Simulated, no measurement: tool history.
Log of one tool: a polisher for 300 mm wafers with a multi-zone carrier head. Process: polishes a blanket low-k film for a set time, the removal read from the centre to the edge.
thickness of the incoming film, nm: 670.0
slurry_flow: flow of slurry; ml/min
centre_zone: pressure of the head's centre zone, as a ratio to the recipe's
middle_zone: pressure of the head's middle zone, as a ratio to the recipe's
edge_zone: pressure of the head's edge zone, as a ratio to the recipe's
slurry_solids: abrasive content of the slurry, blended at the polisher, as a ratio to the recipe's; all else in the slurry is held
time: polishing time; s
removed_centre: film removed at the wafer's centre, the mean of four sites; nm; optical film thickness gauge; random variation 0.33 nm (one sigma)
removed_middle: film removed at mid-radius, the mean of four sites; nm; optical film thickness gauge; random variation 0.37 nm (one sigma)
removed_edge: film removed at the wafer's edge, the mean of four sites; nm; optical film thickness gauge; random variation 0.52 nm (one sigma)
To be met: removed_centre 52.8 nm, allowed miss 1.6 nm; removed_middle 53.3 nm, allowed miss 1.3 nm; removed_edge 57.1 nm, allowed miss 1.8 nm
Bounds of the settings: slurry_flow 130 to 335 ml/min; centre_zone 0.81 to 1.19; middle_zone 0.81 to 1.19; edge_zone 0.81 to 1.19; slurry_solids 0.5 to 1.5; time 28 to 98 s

run  hour  slurry_flow  centre_zone  middle_zone  edge_zone  slurry_solids  time  removed_centre  removed_middle  removed_edge
  1     0          215            1            1          1              1    63          38.902          43.097        43.996
  2   0.7          225         1.03         1.01       1.04            1.1    63          42.411          45.191        46.255
  3   1.8          190         1.03         1.01       1.04            1.1    63          41.475          43.978        46.208
  4   6.4          190         1.04         1.02       1.07            1.2    63          43.487          45.866        48.077
  5  13.5          190         1.04         1.02       1.07            1.1    63          41.898          44.222        46.507
  6  16.5          190         1.05         1.02       1.09            1.2    63           43.74          45.903        47.895
  7  19.5          185         1.05         1.01        1.1            1.3    64          44.758          47.657        50.347
  8  22.9          195         1.07         1.01       1.12           1.35    65          47.793          49.632        52.806
  9  25.2          210         1.08         1.01       1.14           1.35    65           48.55          49.751        53.845
     32.5  -- centre zone pressure recalibrated
 10  32.5          225         1.09         1.02       1.15           1.35    65           55.26          50.559        53.939
 11  36.2          220         1.08         1.02       1.16            1.4    65          55.346          51.183        54.644

Which of these 5 next moves meets every target?
  A  39.9          135         0.99         1.15       1.03            1.3    70               ?               ?             ?
  B  39.9          170         1.03         0.95       1.17            1.3    70               ?               ?             ?
  C  39.9          140         0.96         1.06       0.99            1.4    69               ?               ?             ?
  D  39.9          130         1.02         1.02        1.1            1.3    74               ?               ?             ?
  E  39.9          160         0.94         0.96       0.97            1.2    73               ?               ?             ?

move  removed_centre  removed_middle  removed_edge
   A          49.034          55.015        51.918
   B          52.998          48.414        56.949
   C          48.408           52.25        51.835
   D          52.998          52.153        56.558
   E          48.455          49.049        52.166
A: takes the result that was furthest off past its target
B: further off than the last run
C: brings the result that was furthest off to its target, and leaves another outside
D: meets every target
E: further off than the last run
The right move is D.
